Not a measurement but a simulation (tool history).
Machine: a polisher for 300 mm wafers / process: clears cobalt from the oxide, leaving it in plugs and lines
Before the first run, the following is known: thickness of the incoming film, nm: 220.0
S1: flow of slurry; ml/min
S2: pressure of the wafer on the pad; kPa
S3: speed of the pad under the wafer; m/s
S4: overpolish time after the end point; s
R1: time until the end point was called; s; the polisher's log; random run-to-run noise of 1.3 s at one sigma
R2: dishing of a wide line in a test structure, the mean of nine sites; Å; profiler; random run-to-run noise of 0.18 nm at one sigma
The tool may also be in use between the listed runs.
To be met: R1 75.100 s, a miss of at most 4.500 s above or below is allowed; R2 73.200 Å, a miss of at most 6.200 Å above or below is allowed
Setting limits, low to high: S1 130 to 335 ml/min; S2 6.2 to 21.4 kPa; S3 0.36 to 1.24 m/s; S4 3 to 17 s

run 1 hour=0.0 | S1=215 S2=13.8 S3=0.80 S4=9 | R1=61.320 R2=183.210
run 2 hour=1.4 | S1=215 S2=13.1 S3=0.80 S4=8 | R1=61.694 R2=170.330
run 3 hour=6.5 | S1=215 S2=12.4 S3=0.80 S4=7 | R1=64.779 R2=154.910
run 4 hour=10.7 | S1=185 S2=12.4 S3=0.80 S4=7 | R1=67.514 R2=153.230
run 5 hour=18.7 | S1=185 S2=12.4 S3=0.98 S4=7 | R1=58.545 R2=165.330
run 6 hour=22.4 | S1=200 S2=11.7 S3=0.96 S4=7 | R1=60.191 R2=163.760
run 7 hour=24.1 | S1=215 S2=11.7 S3=0.90 S4=7 | R1=61.498 R2=165.320
run 8 hour=32.5 | S1=205 S2=12.4 S3=0.84 S4=7 | R1=64.149 R2=164.410
run 9 hour=34.7 | S1=195 S2=11.7 S3=0.86 S4=7 | R1=64.723 R2=155.290
run 10 hour=40.7 | S1=190 S2=11.0 S3=0.86 S4=7 | R1=69.780 R2=151.270
run 11 hour=46.2 | S1=185 S2=11.0 S3=0.82 S4=7 | R1=70.246 R2=147.770
run 12 hour=48.7 | S1=180 S2=11.0 S3=0.82 S4=7 | R1=72.324 R2=148.100
run 13 hour=50.6 | S1=240 S2=6.9 S3=0.80 S4=3 | R1=98.172 R2=59.664
run 14 hour=59.4 | S1=245 S2=6.9 S3=0.80 S4=3 | R1=93.428 R2=58.076
run 15 hour=65.4 | S1=250 S2=8.3 S3=0.82 S4=3 | R1=82.657 R2=64.423
run 16 hour=72.9 | S1=245 S2=9.0 S3=0.82 S4=3 | R1=79.119 R2=69.017

Next run, 5 choices. One meets every target within its allowed miss, the rest don't. Which?
run A hour=80.4 | S1=305 S2=8.3 S3=0.90 S4=3 | R1=? R2=?
run B hour=80.4 | S1=215 S2=8.3 S3=0.82 S4=3 | R1=? R2=?
run C hour=80.4 | S1=230 S2=6.9 S3=0.92 S4=3 | R1=? R2=?
run D hour=80.4 | S1=305 S2=11.0 S3=0.64 S4=4 | R1=? R2=?
run E hour=80.4 | S1=240 S2=7.6 S3=0.82 S4=4 | R1=? R2=?

move=A R1=76.085 R2=71.332
move=B R1=85.369 R2=64.586
move=C R1=86.164 R2=64.069
move=D R1=82.347 R2=85.073
move=E R1=88.898 R2=79.835
A: all results in spec
B: moves away from the targets compared with the last run
C: moves away from the targets compared with the last run
D: moves away from the targets compared with the last run
E: moves away from the targets compared with the last run
The move that meets every target is A.

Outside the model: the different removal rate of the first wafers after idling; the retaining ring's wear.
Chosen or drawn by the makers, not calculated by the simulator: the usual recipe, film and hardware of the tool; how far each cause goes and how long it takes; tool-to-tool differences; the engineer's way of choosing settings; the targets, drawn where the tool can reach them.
